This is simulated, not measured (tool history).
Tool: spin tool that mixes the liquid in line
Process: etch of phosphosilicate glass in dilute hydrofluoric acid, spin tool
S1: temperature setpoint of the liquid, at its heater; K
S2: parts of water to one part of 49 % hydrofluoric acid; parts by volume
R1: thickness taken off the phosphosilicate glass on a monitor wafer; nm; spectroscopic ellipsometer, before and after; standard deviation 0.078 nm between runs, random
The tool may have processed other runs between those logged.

run 1 hour=0 | S1=294.15 S2=235 time_under_the_liquid_(s)=15 | R1=5.7207
run 2 hour=8.5 | S1=294.15 S2=235 time_under_the_liquid_(s)=15 | R1=5.6584
run 3 hour=10.9 | S1=296.15 S2=215 time_under_the_liquid_(s)=15 | R1=6.8596
run 4 hour=11.5 | S1=299.15 S2=215 time_under_the_liquid_(s)=15 | R1=7.6768
run 5 hour=14.2 | S1=300.15 S2=200 time_under_the_liquid_(s)=15 | R1=8.6595
run 6 hour=22.4 | S1=300.65 S2=190 time_under_the_liquid_(s)=15 | R1=9.3821
run 7 hour=26.2 | S1=301.15 S2=180 time_under_the_liquid_(s)=15 | R1=10.09

What does the tool deliver on the next run?
run 8 hour=29.7 | S1=301.65 S2=175 time_under_the_liquid_(s)=15 | R1=?

R1: 10.758 nm
